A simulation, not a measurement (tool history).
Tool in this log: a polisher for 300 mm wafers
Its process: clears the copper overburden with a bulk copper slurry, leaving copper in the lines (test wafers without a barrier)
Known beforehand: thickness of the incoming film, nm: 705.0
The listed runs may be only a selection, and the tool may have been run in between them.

run,hour,flow of slurry (ml/min),pressure of the wafer on the pad (psi),speed of the pad under the wafer (cm/s),abrasive content of the slurry,overpolish time after the end point (s),time until the end point was called (s),dishing of a wide line in a test structure (Å)
1,0,275,2.7,94,1,17,86.5,789.16
2,5.6,275,2.6,94,1,15,92.272,726.18
3,8.5,275,2.6,78,1,15,108.31,643.52
4,12.3,255,2.4,84,0.9,13,112.16,528.77
5,21.2,295,2.4,84,0.9,13,114.22,536.69
6,27.3,295,2.4,86,0.85,12,116.65,492.44
7,28.5,295,2.4,88,0.8,11,111.75,465.09
8,35.4,295,2.4,88,0.75,10,113.87,428.23
9,39.5,295,2.4,88,0.7,10,116.36,418.68

What will run 10 give?
10,46.1,295,2.4,88,0.65,10,?,?

{"run 10": {"time until the end point was called (s)": 119.1, "dishing of a wide line in a test structure (Å)": 403.01}}

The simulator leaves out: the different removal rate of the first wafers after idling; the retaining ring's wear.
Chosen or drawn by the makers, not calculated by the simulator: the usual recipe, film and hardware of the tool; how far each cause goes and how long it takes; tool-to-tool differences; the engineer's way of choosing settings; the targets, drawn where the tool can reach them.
